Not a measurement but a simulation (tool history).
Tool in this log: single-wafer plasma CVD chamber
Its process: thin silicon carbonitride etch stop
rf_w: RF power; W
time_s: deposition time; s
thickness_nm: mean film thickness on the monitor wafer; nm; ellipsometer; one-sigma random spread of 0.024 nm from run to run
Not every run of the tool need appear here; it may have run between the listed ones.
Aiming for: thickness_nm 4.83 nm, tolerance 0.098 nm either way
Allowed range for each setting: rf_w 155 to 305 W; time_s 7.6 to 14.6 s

run 1 hour=0 | rf_w=230 time_s=11.1 | thickness_nm=6.4156
run 2 hour=2 | rf_w=230 time_s=10.5 | thickness_nm=6.011
run 3 hour=5.7 | rf_w=230 time_s=9.5 | thickness_nm=5.4613
run 4 hour=14.5 | rf_w=210 time_s=9.5 | thickness_nm=5.3583
run 5 hour=17.7 | rf_w=205 time_s=9.4 | thickness_nm=5.2568
run 6 hour=20.9 | rf_w=200 time_s=9.3 | thickness_nm=5.1365
run 7 hour=28.1 | rf_w=195 time_s=9.3 | thickness_nm=5.1223
run 8 hour=30 | rf_w=170 time_s=8.9 | thickness_nm=4.7256

Which of these 5 next moves meets every target?
run A hour=31.9 | rf_w=180 time_s=8.6 | thickness_nm=?
run B hour=31.9 | rf_w=160 time_s=9.7 | thickness_nm=?
run C hour=31.9 | rf_w=185 time_s=8.4 | thickness_nm=?
run D hour=31.9 | rf_w=165 time_s=9.8 | thickness_nm=?
run E hour=31.9 | rf_w=175 time_s=9 | thickness_nm=?

move=A thickness_nm=4.6229
move=B thickness_nm=5.0431
move=C thickness_nm=4.5507
move=D thickness_nm=5.1396
move=E thickness_nm=4.7994
A: moves away from the targets compared with the last run
B: the result that was furthest off in the last run now lies on the other side of its target
C: moves away from the targets compared with the last run
D: the result that was furthest off in the last run now lies on the other side of its target
E: in spec on every target
Move E is the one to make.

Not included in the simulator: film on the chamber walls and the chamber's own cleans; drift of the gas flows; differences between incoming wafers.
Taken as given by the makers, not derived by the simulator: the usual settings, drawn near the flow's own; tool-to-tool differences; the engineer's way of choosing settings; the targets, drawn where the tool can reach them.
